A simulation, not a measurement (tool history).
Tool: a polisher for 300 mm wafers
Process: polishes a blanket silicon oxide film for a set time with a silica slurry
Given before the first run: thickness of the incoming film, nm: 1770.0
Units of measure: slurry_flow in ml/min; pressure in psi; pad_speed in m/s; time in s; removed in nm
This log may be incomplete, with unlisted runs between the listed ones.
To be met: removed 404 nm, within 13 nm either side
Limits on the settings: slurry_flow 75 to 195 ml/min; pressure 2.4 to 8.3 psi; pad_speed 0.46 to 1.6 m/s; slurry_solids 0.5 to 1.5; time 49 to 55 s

run,hour,slurry_flow,pressure,pad_speed,slurry_solids,time,removed
1,0,125,5.3,1.02,1,55,226.7
2,2.2,125,4.5,1.02,1,55,195.71
3,6.6,135,5.7,1.04,1,55,249.36
4,10.3,135,5.7,1.2,1,55,280.13
5,15.8,135,5,1.2,1,55,254.46
6,19.7,135,5,1.2,1,55,245.14
7,23.3,140,5.8,1.2,1,55,284.35
8,24,140,6.5,1.2,1,55,315.42

Below are 4 possible settings for the next run. Only one of them brings all results inside the allowed miss of their targets. Which is it?
A,24.7,130,7.9,1.46,1,55,?
B,24.7,125,7.5,1.46,1.05,55,?
C,24.7,125,7,1.52,1.15,55,?
D,24.7,135,6.5,1.5,1.15,55,?

move,removed
A,433.73
B,421.14
C,425.77
D,398.01
A: the result that was furthest off in the last run now lies on the other side of its target
B: the result that was furthest off in the last run now lies on the other side of its target
C: the result that was furthest off in the last run now lies on the other side of its target
D: hits every target within its allowed miss
The right move is D.
